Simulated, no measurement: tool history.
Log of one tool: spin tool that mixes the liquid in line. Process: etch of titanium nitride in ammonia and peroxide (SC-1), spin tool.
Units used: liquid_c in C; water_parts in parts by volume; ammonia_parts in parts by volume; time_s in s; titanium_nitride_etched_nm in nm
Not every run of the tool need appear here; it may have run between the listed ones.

| run | hour | liquid_c | water_parts | ammonia_parts | time_s | titanium_nitride_etched_nm |
|---|---|---|---|---|---|---|
| 1 | 0.0 | 53.0 | 19.5 | 0.55 | 290 | 18.464 |
| 2 | 4.4 | 53.0 | 19.5 | 0.45 | 290 | 17.755 |
| 3 | 10.2 | 51.5 | 19.5 | 0.45 | 290 | 16.022 |
| 4 | 17.7 | 50.5 | 19.5 | 0.45 | 290 | 14.999 |
| 5 | 21.8 | 53.5 | 19.5 | 0.45 | 290 | 18.277 |
| 6 | 27.6 | 52.0 | 19.5 | 0.45 | 290 | 16.411 |
| 7 | 29.9 | 51.0 | 19.5 | 0.45 | 290 | 15.744 |
| 8 | 32.1 | 50.0 | 19.5 | 0.45 | 290 | 14.522 |
| 9 | 36.3 | 49.0 | 19.5 | 0.45 | 290 | 13.590 |
| 10 | 37.3 | 48.5 | 19.5 | 0.45 | 290 | 13.170 |

Expected results for the next run?
| 11 | 45.7 | 48.0 | 19.5 | 0.45 | 290 | ? |

titanium_nitride_etched_nm: 12.552 nm
